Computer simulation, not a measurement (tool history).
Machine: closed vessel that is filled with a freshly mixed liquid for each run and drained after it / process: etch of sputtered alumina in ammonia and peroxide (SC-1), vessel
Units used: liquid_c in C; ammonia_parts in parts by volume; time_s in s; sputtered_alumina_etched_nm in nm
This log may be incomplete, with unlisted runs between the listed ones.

run	hour	liquid_c	ammonia_parts	time_s	sputtered_alumina_etched_nm
1	0	50	0.9	300	16.305
2	4.4	48.5	0.9	300	15.007
3	11.6	47.5	0.9	300	14.252
4	13.3	46.5	0.85	300	13.403
5	20.6	42.5	0.85	300	10.646
6	28.8	42.5	0.85	320	11.386

What does the tool deliver on the next run?
7	37.5	42.5	0.85	320	?

{"run 7": {"sputtered_alumina_etched_nm": 11.457}}

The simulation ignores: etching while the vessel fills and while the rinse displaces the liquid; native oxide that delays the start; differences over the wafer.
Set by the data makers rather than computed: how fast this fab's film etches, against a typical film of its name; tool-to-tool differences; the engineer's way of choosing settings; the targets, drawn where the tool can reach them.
